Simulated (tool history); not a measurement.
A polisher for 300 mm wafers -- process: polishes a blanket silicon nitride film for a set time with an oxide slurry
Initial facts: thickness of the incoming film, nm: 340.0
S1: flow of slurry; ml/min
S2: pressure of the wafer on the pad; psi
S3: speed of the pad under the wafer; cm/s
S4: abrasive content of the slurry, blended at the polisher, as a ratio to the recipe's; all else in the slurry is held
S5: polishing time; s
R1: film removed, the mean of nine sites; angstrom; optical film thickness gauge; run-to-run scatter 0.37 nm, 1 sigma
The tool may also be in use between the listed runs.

Run 1, day 0: S1 260 ml/min, S2 3.8 psi, S3 140 cm/s, S4 1, S5 40 s. Result: R1 387.76 angstrom.
Run 2, day 0.242: S1 265 ml/min, S2 4 psi, S3 140 cm/s, S4 1, S5 40 s. Result: R1 405.65 angstrom.
Run 3, day 0.383: S1 265 ml/min, S2 4 psi, S3 140 cm/s, S4 1, S5 36 s. Result: R1 362.11 angstrom.
Run 4, day 0.583: S1 265 ml/min, S2 4.3 psi, S3 140 cm/s, S4 1, S5 36 s. Result: R1 389.52 angstrom.
Run 5, day 0.604: S1 265 ml/min, S2 4.3 psi, S3 140 cm/s, S4 1.2, S5 36 s. Result: R1 413.07 angstrom.
Run 6, day 0.708: S1 265 ml/min, S2 3.7 psi, S3 140 cm/s, S4 1.2, S5 36 s. Result: R1 358.6 angstrom.
Run 7, day 0.917: S1 265 ml/min, S2 4 psi, S3 140 cm/s, S4 1.2, S5 36 s. Result: R1 385.57 angstrom.

Run 8 has not been measured yet. What should we expect?
Run 8, day 1.279: S1 265 ml/min, S2 4.2 psi, S3 140 cm/s, S4 1.2, S5 36 s. Result: R1 ?.

Run 8 yielded R1 406.14 angstrom.
